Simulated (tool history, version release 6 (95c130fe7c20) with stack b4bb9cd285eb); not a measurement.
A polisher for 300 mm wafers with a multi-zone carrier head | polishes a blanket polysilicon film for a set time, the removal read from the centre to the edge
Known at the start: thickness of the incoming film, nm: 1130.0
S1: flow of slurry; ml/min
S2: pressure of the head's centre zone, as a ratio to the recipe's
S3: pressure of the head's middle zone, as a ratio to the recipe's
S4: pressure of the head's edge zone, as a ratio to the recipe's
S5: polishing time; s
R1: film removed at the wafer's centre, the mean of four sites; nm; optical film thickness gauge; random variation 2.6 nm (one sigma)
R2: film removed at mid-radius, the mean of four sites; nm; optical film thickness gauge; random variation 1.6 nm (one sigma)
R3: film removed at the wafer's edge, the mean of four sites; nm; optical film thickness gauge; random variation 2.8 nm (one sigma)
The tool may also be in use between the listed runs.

Run 1, hour 0.0: S1 225 ml/min, S2 1.00, S3 1.00, S4 1.00, S5 37 s. Result: R1 309.52 nm, R2 284.76 nm, R3 280.70 nm.
Run 2, hour 2.8: S1 260 ml/min, S2 1.00, S3 1.00, S4 1.00, S5 37 s. Result: R1 316.93 nm, R2 289.00 nm, R3 286.36 nm.
Run 3, hour 7.5: S1 210 ml/min, S2 1.00, S3 1.00, S4 1.00, S5 37 s. Result: R1 309.99 nm, R2 282.07 nm, R3 284.38 nm.
Run 4, hour 9.4: S1 210 ml/min, S2 1.00, S3 1.04, S4 1.00, S5 37 s. Result: R1 307.81 nm, R2 290.55 nm, R3 287.93 nm.
Run 5, hour 12.7: S1 210 ml/min, S2 1.00, S3 1.04, S4 1.00, S5 41 s. Result: R1 339.82 nm, R2 323.93 nm, R3 308.44 nm.
Run 6, hour 16.8: S1 210 ml/min, S2 1.05, S3 1.04, S4 1.00, S5 41 s. Result: R1 356.95 nm, R2 324.12 nm, R3 312.91 nm.

Forecast run 7:
Run 7, hour 23.5: S1 205 ml/min, S2 0.99, S3 1.02, S4 0.96, S5 39 s. Result: R1 ?, R2 ?, R3 ?.

R1: 320.59 nm
R2: 304.24 nm
R3: 293.22 nm
